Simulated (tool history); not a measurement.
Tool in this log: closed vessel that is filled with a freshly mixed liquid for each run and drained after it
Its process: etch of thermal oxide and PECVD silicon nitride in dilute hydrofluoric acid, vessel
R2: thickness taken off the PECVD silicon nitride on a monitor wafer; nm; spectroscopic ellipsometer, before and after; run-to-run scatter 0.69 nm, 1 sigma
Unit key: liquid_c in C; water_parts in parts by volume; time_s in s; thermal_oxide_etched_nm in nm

Run 1, day 0: liquid_c 23 C, water_parts 55 parts by volume, time_s 645 s. Result: thermal_oxide_etched_nm 63.118 nm, R2 17.893 nm.
Run 2, day 0.112: liquid_c 23 C, water_parts 55 parts by volume, time_s 510 s. Result: thermal_oxide_etched_nm 50.575 nm, R2 14.265 nm.
Run 3, day 0.275: liquid_c 24 C, water_parts 45 parts by volume, time_s 725 s. Result: thermal_oxide_etched_nm 91.611 nm, R2 26.372 nm.
Run 4, day 0.588: liquid_c 24.5 C, water_parts 35 parts by volume, time_s 865 s. Result: thermal_oxide_etched_nm 146.73 nm, R2 41.919 nm.
Run 5, day 0.667: liquid_c 22.5 C, water_parts 35 parts by volume, time_s 865 s. Result: thermal_oxide_etched_nm 133.09 nm, R2 35.951 nm.
Run 6, day 0.762: liquid_c 26 C, water_parts 35 parts by volume, time_s 865 s. Result: thermal_oxide_etched_nm 154.99 nm, R2 45.45 nm.
Run 7, day 1.021: liquid_c 26 C, water_parts 30 parts by volume, time_s 940 s. Result: thermal_oxide_etched_nm 200.61 nm, R2 58.19 nm.
Run 8, day 1.158: liquid_c 26.5 C, water_parts 25 parts by volume, time_s 980 s. Result: thermal_oxide_etched_nm 255.81 nm, R2 73.695 nm.
Run 9, day 1.246: liquid_c 26.5 C, water_parts 25 parts by volume, time_s 990 s. Result: thermal_oxide_etched_nm 257.14 nm, R2 75.597 nm.

Estimate the outcome of run 10 from the log above:
Run 10, day 1.546: liquid_c 26.5 C, water_parts 25 parts by volume, time_s 1010 s. Result: thermal_oxide_etched_nm ?, R2 ?.

thermal_oxide_etched_nm: 264.39 nm
R2: 76.1 nm
